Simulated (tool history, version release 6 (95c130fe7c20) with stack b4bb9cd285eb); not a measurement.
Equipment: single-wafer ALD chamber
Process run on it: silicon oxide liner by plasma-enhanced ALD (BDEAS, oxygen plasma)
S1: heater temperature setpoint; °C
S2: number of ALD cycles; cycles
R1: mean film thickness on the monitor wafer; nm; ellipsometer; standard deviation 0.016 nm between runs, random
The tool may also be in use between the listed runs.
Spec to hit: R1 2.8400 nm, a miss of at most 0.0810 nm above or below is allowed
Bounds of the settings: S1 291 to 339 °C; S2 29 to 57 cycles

run	hour	S1	S2	R1
1	0.0	315	43	3.7710
2	5.1	316	40	3.4827
3	10.4	316	38	3.3249
4	15.6	316	35	3.0273
5	16.4	316	41	3.5932
6	23.4	316	39	3.4248
7	29.7	316	38	3.3721
8	33.8	316	38	3.2907
9	38.7	316	37	3.2097
10	43.7	316	36	3.1188
11	44.7	316	35	3.0619
12	47.6	316	34	2.9926

Exactly one of the 4 candidate moves below puts every result within its allowed miss. Which one?
A	50.5	314	34	?
B	50.5	325	37	?
C	50.5	308	32	?
D	50.5	318	38	?

move	R1
A	2.9909
B	3.2099
C	2.8362
D	3.3260
A: as far off as the last run
B: moves away from the targets compared with the last run
C: in spec on every target
D: moves away from the targets compared with the last run
Move C is the one to make.
